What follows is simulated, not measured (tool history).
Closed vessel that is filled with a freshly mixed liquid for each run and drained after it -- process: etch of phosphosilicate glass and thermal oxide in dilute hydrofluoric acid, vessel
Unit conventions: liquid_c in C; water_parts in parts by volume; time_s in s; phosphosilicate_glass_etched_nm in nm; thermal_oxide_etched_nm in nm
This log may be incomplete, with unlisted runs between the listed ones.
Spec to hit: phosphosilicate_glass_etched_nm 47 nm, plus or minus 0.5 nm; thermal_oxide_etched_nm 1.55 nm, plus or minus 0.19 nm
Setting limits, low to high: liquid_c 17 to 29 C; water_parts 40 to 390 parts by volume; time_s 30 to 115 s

run  hour  liquid_c  water_parts  time_s  phosphosilicate_glass_etched_nm  thermal_oxide_etched_nm
  1     0        21          215      60                           31.184                  0.98944
  2   5.1        21          145      60                           49.672                   1.6627
  3   6.7        21          105      60                           71.676                   2.2267
  4   9.9        21           40      60                           202.51                   6.7984
  5  13.2        21           40      60                           201.98                   6.9053
  6  22.3        20           70      60                           106.73                   3.5106
  7  28.9        19           80      60                           89.157                    3.016
  8  33.4      18.5           90      60                           76.929                   2.3678
  9  35.4        18          100      60                           66.486                   2.1619
 10  41.4      17.5          105      60                           61.864                   2.0733
 11  49.2      17.5          110      60                           58.675                   1.9432
 12  57.6      17.5          115      60                           55.992                   1.7938
 13  64.4      17.5          120      60                           53.181                   1.7076
 14  68.6        17          125      60                            50.04                   1.6283
 15    71        17          140      60                           43.835                   1.4608
 16  79.8      17.5          140      60                           44.804                   1.4735
 17  83.2        18          140      60                           45.826                   1.4083

Below are 4 possible settings for the next run. Only one of them brings all results inside the allowed miss of their targets. Which is it?
  A  86.6      20.5          250     115                                ?                        ?
  B  86.6      17.5           85      35                                ?                        ?
  C  86.6      17.5           95      40                                ?                        ?
  D  86.6        17           70      30                                ?                        ?

move  phosphosilicate_glass_etched_nm  thermal_oxide_etched_nm
   A                            48.64                   1.5218
   B                           45.573                   1.4259
   C                           46.105                   1.4425
   D                           47.191                   1.4765
A: the result that was furthest off in the last run now lies on the other side of its target
B: misses by more than the last run did
C: moves toward the targets from the last run without getting all of them in spec
D: hits every target within its allowed miss
So the answer is move D, the one that meets all the targets.
